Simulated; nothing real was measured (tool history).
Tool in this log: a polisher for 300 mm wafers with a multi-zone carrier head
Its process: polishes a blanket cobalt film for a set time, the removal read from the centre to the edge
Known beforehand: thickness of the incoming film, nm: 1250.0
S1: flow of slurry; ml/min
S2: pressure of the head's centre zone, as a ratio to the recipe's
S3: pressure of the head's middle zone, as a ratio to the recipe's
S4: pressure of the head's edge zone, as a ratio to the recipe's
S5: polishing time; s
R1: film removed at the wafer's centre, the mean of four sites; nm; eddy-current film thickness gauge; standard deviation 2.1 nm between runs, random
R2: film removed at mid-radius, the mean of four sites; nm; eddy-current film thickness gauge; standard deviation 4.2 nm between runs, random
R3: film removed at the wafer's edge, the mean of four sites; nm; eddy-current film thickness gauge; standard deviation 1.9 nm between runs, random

run 1 hour=0.0 | S1=155 S2=1.00 S3=1.00 S4=1.00 S5=63 | R1=339.41 R2=341.67 R3=350.16
run 2 hour=2.2 | S1=125 S2=1.00 S3=1.00 S4=1.00 S5=63 | R1=312.38 R2=334.88 R3=329.94
run 3 hour=9.2 | S1=120 S2=1.01 S3=1.00 S4=0.98 S5=62 | R1=304.02 R2=320.87 R3=321.84
run 4 hour=12.7 | S1=120 S2=1.01 S3=0.96 S4=0.98 S5=62 | R1=297.50 R2=302.08 R3=320.39
-- hour=21.5 slurry nozzle cleaned
run 5 hour=21.5 | S1=120 S2=1.02 S3=0.98 S4=0.96 S5=61 | R1=345.36 R2=350.60 R3=337.28
run 6 hour=27.6 | S1=120 S2=1.02 S3=0.93 S4=0.96 S5=61 | R1=347.06 R2=334.40 R3=342.76
run 7 hour=28.7 | S1=125 S2=1.02 S3=0.95 S4=0.96 S5=58 | R1=333.23 R2=322.64 R3=329.25

For run 8, what comes out?
run 8 hour=36.4 | S1=125 S2=1.02 S3=1.05 S4=0.86 S5=42 | R1=? R2=? R3=?

{"run 8": {"R1": 246.91, "R2": 257.12, "R3": 226.03}}

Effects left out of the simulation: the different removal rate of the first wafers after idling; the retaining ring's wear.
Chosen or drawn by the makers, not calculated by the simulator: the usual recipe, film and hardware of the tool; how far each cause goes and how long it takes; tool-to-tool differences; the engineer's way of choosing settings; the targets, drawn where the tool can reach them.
